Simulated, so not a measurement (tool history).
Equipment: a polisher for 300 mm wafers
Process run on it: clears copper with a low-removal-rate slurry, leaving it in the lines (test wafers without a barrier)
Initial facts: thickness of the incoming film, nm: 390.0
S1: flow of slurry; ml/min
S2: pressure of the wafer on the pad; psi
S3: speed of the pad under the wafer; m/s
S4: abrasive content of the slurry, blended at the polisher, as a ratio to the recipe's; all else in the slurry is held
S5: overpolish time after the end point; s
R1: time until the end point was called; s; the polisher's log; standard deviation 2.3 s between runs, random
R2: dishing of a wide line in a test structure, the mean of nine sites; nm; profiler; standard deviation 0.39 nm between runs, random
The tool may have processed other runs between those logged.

run	hour	S1	S2	S3	S4	S5	R1	R2
1	0	290	3.2	1.08	1	23	133.64	50.739
2	4.5	290	3.1	1.08	1	21	139.74	44.833
3	8.8	290	3.4	1.08	1	21	127.91	50.582
4	9.7	290	3.3	1.08	1	20	131.82	45.208
5	17.8	290	3.2	1.08	1	19	137.98	43.983
6	24.3	290	3.2	0.96	1	19	147.13	39.552
7	32.8	290	3.2	0.96	1	18	149.44	38.439
8	34.5	290	3.2	0.96	1	17	147.92	36.152
9	36.7	290	2.9	0.96	1	10	163.56	20.629
10	45.1	290	2.9	0.96	1	10	163.32	20.429

Run 11 has not been measured yet. What should we expect?
11	50.6	290	3.1	0.92	1	12	?	?

Run 11 came out at R1 159.83 s, R2 25.485 nm.
